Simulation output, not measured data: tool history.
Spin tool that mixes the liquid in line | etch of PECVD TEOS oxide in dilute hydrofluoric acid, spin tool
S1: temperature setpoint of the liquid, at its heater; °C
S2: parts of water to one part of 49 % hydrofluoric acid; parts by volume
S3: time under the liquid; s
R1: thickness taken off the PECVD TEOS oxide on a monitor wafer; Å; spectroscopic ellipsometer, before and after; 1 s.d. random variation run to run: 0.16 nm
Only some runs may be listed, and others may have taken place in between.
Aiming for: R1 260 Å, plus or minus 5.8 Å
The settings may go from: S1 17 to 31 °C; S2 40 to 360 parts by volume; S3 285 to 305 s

run 1 hour=0 | S1=23 S2=200 S3=285 | R1=223.44
run 2 hour=8.2 | S1=23 S2=240 S3=285 | R1=179.53
run 3 hour=10.3 | S1=25 S2=235 S3=285 | R1=195.65
run 4 hour=13.8 | S1=25 S2=235 S3=305 | R1=209.89
run 5 hour=19.6 | S1=25 S2=300 S3=305 | R1=153.57
run 6 hour=20.7 | S1=26.5 S2=280 S3=305 | R1=179.12
run 7 hour=29.5 | S1=27.5 S2=265 S3=305 | R1=197.7
run 8 hour=32 | S1=28.5 S2=255 S3=305 | R1=213.61
run 9 hour=35.9 | S1=29 S2=250 S3=305 | R1=224.64
run 10 hour=37.6 | S1=29.5 S2=245 S3=305 | R1=233.86
run 11 hour=45.7 | S1=30 S2=240 S3=305 | R1=245.68
run 12 hour=52.1 | S1=30.5 S2=240 S3=305 | R1=250.98
run 13 hour=54.1 | S1=30.5 S2=240 S3=305 | R1=250.33

Which of these 4 next moves meets every target?
run A hour=56.1 | S1=30.5 S2=225 S3=305 | R1=?
run B hour=56.1 | S1=25 S2=210 S3=300 | R1=?
run C hour=56.1 | S1=31 S2=240 S3=300 | R1=?
run D hour=56.1 | S1=28.5 S2=215 S3=295 | R1=?

move=A R1=271.91
move=B R1=239.56
move=C R1=250.62
move=D R1=259.68
A: takes the biggest miss from the last run beyond its target
B: its largest miss is bigger than the last run's
C: no nearer and no further than the last run
D: meets every target
Answer: D
